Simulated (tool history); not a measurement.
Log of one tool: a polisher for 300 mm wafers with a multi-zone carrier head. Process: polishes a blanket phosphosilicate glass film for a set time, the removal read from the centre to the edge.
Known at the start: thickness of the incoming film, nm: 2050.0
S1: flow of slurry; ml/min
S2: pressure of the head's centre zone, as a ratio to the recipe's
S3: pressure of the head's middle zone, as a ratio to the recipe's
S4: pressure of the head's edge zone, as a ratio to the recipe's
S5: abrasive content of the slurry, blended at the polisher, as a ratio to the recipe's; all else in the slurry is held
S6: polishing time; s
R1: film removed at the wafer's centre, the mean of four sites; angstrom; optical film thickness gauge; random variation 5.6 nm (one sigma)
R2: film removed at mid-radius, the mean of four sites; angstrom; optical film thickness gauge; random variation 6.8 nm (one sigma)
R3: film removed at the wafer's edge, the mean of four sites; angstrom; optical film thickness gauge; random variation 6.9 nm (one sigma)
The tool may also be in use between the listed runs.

{"run": 1, "hour": 0.0, "S1": 320, "S2": 1, "S3": 1, "S4": 1, "S5": 1, "S6": 69, "R1": 6771.6, "R2": 6860.3, "R3": 6883.9}
{"run": 2, "hour": 1.2, "S1": 320, "S2": 1, "S3": 1, "S4": 1, "S5": 1, "S6": 84, "R1": 8162.9, "R2": 8319.3, "R3": 8294.6}
{"run": 3, "hour": 5.1, "S1": 320, "S2": 1, "S3": 1, "S4": 1.04, "S5": 1, "S6": 84, "R1": 8234.7, "R2": 8378, "R3": 8579.8}
{"run": 4, "hour": 11.2, "S1": 320, "S2": 1, "S3": 0.93, "S4": 1.04, "S5": 1, "S6": 84, "R1": 8250.7, "R2": 7937.5, "R3": 8427.5}
{"run": 5, "hour": 15.1, "S1": 320, "S2": 1, "S3": 0.93, "S4": 1.04, "S5": 0.8, "S6": 84, "R1": 7267.5, "R2": 6963.2, "R3": 7381.1}
{"run": 6, "hour": 22.9, "S1": 340, "S2": 1.05, "S3": 1, "S4": 1.04, "S5": 0.8, "S6": 84, "R1": 7631.1, "R2": 7399.1, "R3": 7411.2}
{"run": 7, "hour": 27.6, "S1": 345, "S2": 1.09, "S3": 1.05, "S4": 1.06, "S5": 0.85, "S6": 84, "R1": 8231.5, "R2": 8041.6, "R3": 7895.6}
{"run": 8, "hour": 34.4, "S1": 355, "S2": 1.12, "S3": 1.08, "S4": 1.06, "S5": 0.85, "S6": 84, "R1": 8434.8, "R2": 8140.4, "R3": 7958.2}

Run 9 comes next. What will it give?
{"run": 9, "hour": 38.3, "S1": 390, "S2": 1.19, "S3": 1.18, "S4": 1.02, "S5": 0.9, "S6": 84, "R1": "?", "R2": "?", "R3": "?"}

R1: 9255.5 angstrom
R2: 9184.5 angstrom
R3: 7967.6 angstrom
